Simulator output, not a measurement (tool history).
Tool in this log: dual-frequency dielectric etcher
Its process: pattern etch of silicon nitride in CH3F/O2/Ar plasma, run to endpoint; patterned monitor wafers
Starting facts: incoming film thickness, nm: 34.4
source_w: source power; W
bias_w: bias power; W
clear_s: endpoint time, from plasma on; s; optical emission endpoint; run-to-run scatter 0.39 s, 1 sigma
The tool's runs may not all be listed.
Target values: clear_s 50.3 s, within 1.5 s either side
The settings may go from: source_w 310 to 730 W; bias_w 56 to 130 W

{"run": 1, "hour": 0.0, "source_w": 520, "bias_w": 93, "clear_s": 40.537}
{"run": 2, "hour": 8.7, "source_w": 560, "bias_w": 93, "clear_s": 40.041}
{"run": 3, "hour": 17.3, "source_w": 560, "bias_w": 105, "clear_s": 37.823}
{"run": 4, "hour": 24.1, "source_w": 560, "bias_w": 116, "clear_s": 36.521}
{"run": 5, "hour": 25.5, "source_w": 560, "bias_w": 126, "clear_s": 35.338}
{"run": 6, "hour": 30.5, "source_w": 560, "bias_w": 130, "clear_s": 34.857}
{"run": 7, "hour": 33.3, "source_w": 520, "bias_w": 121, "clear_s": 36.402}
{"run": 8, "hour": 40.1, "source_w": 490, "bias_w": 110, "clear_s": 38.972}
{"run": 9, "hour": 45.7, "source_w": 460, "bias_w": 104, "clear_s": 40.042}
{"run": 10, "hour": 54.1, "source_w": 440, "bias_w": 97, "clear_s": 42.312}
{"run": 11, "hour": 61.4, "source_w": 420, "bias_w": 93, "clear_s": 42.783}

Which single option among these 4 for the next run brings every result within its allowed miss of target? Just one does.
{"run": "A", "hour": 68.7, "source_w": 330, "bias_w": 73, "clear_s": "?"}
{"run": "B", "hour": 68.7, "source_w": 450, "bias_w": 104, "clear_s": "?"}
{"run": "C", "hour": 68.7, "source_w": 410, "bias_w": 77, "clear_s": "?"}
{"run": "D", "hour": 68.7, "source_w": 310, "bias_w": 56, "clear_s": "?"}

move=A clear_s=51.104
move=B clear_s=40.788
move=C clear_s=47.151
move=D clear_s=57.56
A: all results in spec
B: further off than the last run
C: better than the last run, though not everything is in spec
D: pushes the last run's worst result past its target
Go with A: it meets all targets.

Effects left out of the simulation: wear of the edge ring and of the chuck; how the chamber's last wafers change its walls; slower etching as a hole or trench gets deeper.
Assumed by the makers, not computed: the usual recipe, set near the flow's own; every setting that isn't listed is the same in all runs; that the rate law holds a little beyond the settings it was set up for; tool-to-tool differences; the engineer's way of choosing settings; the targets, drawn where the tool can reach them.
